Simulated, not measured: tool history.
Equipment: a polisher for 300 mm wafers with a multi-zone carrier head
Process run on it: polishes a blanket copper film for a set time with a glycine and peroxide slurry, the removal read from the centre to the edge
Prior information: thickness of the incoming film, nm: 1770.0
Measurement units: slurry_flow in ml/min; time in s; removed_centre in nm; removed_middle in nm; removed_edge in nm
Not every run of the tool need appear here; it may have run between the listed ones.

run  hour  slurry_flow  centre_zone  middle_zone  edge_zone  time  removed_centre  removed_middle  removed_edge
  1   0.0          125         1.00         1.00       1.00    51          214.19          218.62        210.38
  2   4.0          130         0.99         1.01       1.03    54          225.20          232.80        226.38
  3  11.9          130         0.99         1.01       1.03    47          200.78          205.34        200.26
  4  14.4          135         0.98         1.02       1.05    51          210.52          225.12        217.69
  5  21.7          135         0.98         1.02       1.05    56          233.94          243.49        239.72
  6  25.4          135         1.06         1.02       1.05    56          256.47          243.98        240.72
  7  30.0          170         0.96         1.09       1.15    68          286.61          323.44        320.38

Forecast run 8:
  8  34.7          175         0.96         1.09       1.15    68               ?               ?             ?

Run 8 came out at removed_centre 294.52 nm, removed_middle 323.05 nm, removed_edge 317.15 nm.
